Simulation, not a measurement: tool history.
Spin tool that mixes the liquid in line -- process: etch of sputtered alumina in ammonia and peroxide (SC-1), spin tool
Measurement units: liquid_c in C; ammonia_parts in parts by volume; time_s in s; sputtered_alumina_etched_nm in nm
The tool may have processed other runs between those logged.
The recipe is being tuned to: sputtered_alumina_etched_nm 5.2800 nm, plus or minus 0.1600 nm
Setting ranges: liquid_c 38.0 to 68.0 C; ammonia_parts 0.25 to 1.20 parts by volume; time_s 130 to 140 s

run 1 hour=0.0 | liquid_c=52.0 ammonia_parts=0.95 time_s=130 | sputtered_alumina_etched_nm=10.0910
run 2 hour=5.3 | liquid_c=52.0 ammonia_parts=1.10 time_s=130 | sputtered_alumina_etched_nm=9.9612
run 3 hour=12.4 | liquid_c=52.0 ammonia_parts=1.10 time_s=140 | sputtered_alumina_etched_nm=10.9530
run 4 hour=13.5 | liquid_c=49.0 ammonia_parts=1.10 time_s=140 | sputtered_alumina_etched_nm=9.1725
run 5 hour=16.1 | liquid_c=47.5 ammonia_parts=1.10 time_s=140 | sputtered_alumina_etched_nm=8.4736
run 6 hour=24.3 | liquid_c=46.5 ammonia_parts=1.10 time_s=140 | sputtered_alumina_etched_nm=7.9177
run 7 hour=28.4 | liquid_c=45.5 ammonia_parts=1.10 time_s=140 | sputtered_alumina_etched_nm=7.4944
run 8 hour=36.4 | liquid_c=44.5 ammonia_parts=1.10 time_s=140 | sputtered_alumina_etched_nm=7.1533
run 9 hour=40.1 | liquid_c=43.5 ammonia_parts=1.10 time_s=140 | sputtered_alumina_etched_nm=6.8096
run 10 hour=46.2 | liquid_c=43.0 ammonia_parts=1.10 time_s=140 | sputtered_alumina_etched_nm=6.5174
run 11 hour=52.0 | liquid_c=42.5 ammonia_parts=1.10 time_s=140 | sputtered_alumina_etched_nm=6.3960
run 12 hour=58.0 | liquid_c=38.5 ammonia_parts=1.10 time_s=140 | sputtered_alumina_etched_nm=4.9543

Which of these 5 next moves meets every target?
run A hour=64.0 | liquid_c=39.0 ammonia_parts=0.90 time_s=135 | sputtered_alumina_etched_nm=?
run B hour=64.0 | liquid_c=38.5 ammonia_parts=1.00 time_s=130 | sputtered_alumina_etched_nm=?
run C hour=64.0 | liquid_c=38.5 ammonia_parts=0.90 time_s=130 | sputtered_alumina_etched_nm=?
run D hour=64.0 | liquid_c=39.0 ammonia_parts=1.00 time_s=135 | sputtered_alumina_etched_nm=?
run E hour=64.0 | liquid_c=40.5 ammonia_parts=1.20 time_s=130 | sputtered_alumina_etched_nm=?

move=A sputtered_alumina_etched_nm=4.9393
move=B sputtered_alumina_etched_nm=4.6637
move=C sputtered_alumina_etched_nm=4.6169
move=D sputtered_alumina_etched_nm=4.9893
move=E sputtered_alumina_etched_nm=5.3421
A: about as far from the targets as the last run
B: moves away from the targets compared with the last run
C: moves away from the targets compared with the last run
D: moves toward the targets from the last run without getting all of them in spec
E: meets every target
Go with E: it meets all targets.
